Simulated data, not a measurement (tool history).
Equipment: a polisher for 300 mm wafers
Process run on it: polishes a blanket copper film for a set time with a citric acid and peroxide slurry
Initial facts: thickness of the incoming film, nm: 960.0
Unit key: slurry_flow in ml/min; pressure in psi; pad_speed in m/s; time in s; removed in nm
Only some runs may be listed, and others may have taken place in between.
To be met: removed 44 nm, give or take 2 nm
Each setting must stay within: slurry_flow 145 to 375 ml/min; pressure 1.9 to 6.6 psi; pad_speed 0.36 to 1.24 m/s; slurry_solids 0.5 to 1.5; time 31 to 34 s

run 1 hour=0 | slurry_flow=240 pressure=4.2 pad_speed=0.8 slurry_solids=1 time=34 | removed=74.026
run 2 hour=4.5 | slurry_flow=240 pressure=3.7 pad_speed=0.8 slurry_solids=1 time=34 | removed=67.468
run 3 hour=9 | slurry_flow=240 pressure=3 pad_speed=0.8 slurry_solids=1 time=34 | removed=53.453
run 4 hour=16.9 | slurry_flow=240 pressure=3.8 pad_speed=0.8 slurry_solids=1 time=34 | removed=66.999
run 5 hour=20.9 | slurry_flow=240 pressure=3.8 pad_speed=0.8 slurry_solids=0.9 time=34 | removed=66.875
run 6 hour=26.1 | slurry_flow=240 pressure=3.8 pad_speed=0.88 slurry_solids=0.9 time=34 | removed=73.35
run 7 hour=34 | slurry_flow=240 pressure=3.4 pad_speed=0.88 slurry_solids=0.9 time=34 | removed=64.897
run 8 hour=41.8 | slurry_flow=240 pressure=3.1 pad_speed=0.88 slurry_solids=0.9 time=34 | removed=59.335
run 9 hour=48.5 | slurry_flow=240 pressure=2.9 pad_speed=0.88 slurry_solids=0.9 time=34 | removed=55.197
run 10 hour=57.2 | slurry_flow=240 pressure=2.7 pad_speed=0.88 slurry_solids=0.9 time=34 | removed=53.027
run 11 hour=63.4 | slurry_flow=240 pressure=2.6 pad_speed=0.88 slurry_solids=0.9 time=34 | removed=50.884
run 12 hour=65 | slurry_flow=240 pressure=2.5 pad_speed=0.88 slurry_solids=0.9 time=34 | removed=48.287
run 13 hour=72.5 | slurry_flow=240 pressure=2.4 pad_speed=0.88 slurry_solids=0.9 time=34 | removed=46.205

Consider the 5 candidate settings below. Which is the only one whose results all fall within their allowed miss of target?
run A hour=80 | slurry_flow=255 pressure=2.8 pad_speed=0.88 slurry_solids=1.05 time=31 | removed=?
run B hour=80 | slurry_flow=350 pressure=2.8 pad_speed=0.88 slurry_solids=0.8 time=31 | removed=?
run C hour=80 | slurry_flow=235 pressure=2.7 pad_speed=0.92 slurry_solids=0.9 time=31 | removed=?
run D hour=80 | slurry_flow=240 pressure=2.3 pad_speed=0.96 slurry_solids=0.9 time=31 | removed=?
run E hour=80 | slurry_flow=205 pressure=2.7 pad_speed=0.92 slurry_solids=0.85 time=32 | removed=?

move=A removed=51.084
move=B removed=49.427
move=C removed=49.104
move=D removed=43.797
move=E removed=49.46
A: its largest miss is bigger than the last run's
B: its largest miss is bigger than the last run's
C: its largest miss is bigger than the last run's
D: all results land within tolerance of their targets
E: its largest miss is bigger than the last run's
D is the move that brings every result within its allowed miss.
